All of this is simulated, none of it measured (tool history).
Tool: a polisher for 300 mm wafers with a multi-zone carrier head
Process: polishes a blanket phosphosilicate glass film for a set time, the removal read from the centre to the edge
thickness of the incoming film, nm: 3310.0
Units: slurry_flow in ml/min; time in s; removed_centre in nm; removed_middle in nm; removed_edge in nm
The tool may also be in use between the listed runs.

run	day	slurry_flow	centre_zone	middle_zone	edge_zone	slurry_solids	time	removed_centre	removed_middle	removed_edge
1	0	290	1	1	1	1	40	334.96	322.36	333.21
2	0.233	290	1	1.04	1	1	40	335.06	333.85	325.23
3	0.292	290	1.01	0.99	0.99	0.9	39	307.42	293.01	301.97
4	0.475	290	1.01	0.99	0.99	0.7	39	265.51	250.73	257.02
5	0.838	285	1.02	0.95	0.99	0.65	39	255.53	225.52	242.03
6	1.067	345	1.02	0.95	0.99	0.65	39	257.5	234.38	249.37
7	1.204	340	1.02	0.92	0.99	0.65	39	252.18	229.82	248.74
8	1.512	325	1.03	0.89	1	0.65	39	254.16	222.42	246.39
9	1.708	310	1.04	0.87	1.03	0.65	39	256.8	216.65	252.07
10	1.75	300	1.04	0.86	1.03	0.65	39	253.56	212.41	251.59
11	1.867	300	1.04	0.86	1.03	0.65	39	258.45	212.14	248.99
12	2.154	290	1.04	0.85	1.03	0.65	39	253.38	211.16	248.64
13	2.292	285	1.05	0.84	1.04	0.65	39	250.81	207.18	250.79
14	2.333	280	1.06	0.83	1.04	0.65	39	257.6	206.49	250.84
15	2.625	275	1.06	0.83	1.04	0.65	39	259.55	207.61	250.37
16	2.746	270	1.06	0.81	1.07	0.5	39	204.72	158.16	205.09
17	3.025	290	1.06	0.81	1.07	0.5	39	209.86	161.94	203.02

Run 18 comes next. What will it give?
18	3.179	280	1.06	0.81	1.06	0.55	39	?	?	?

{"run 18": {"removed_centre": 224.17, "removed_middle": 175.37, "removed_edge": 220.91}}
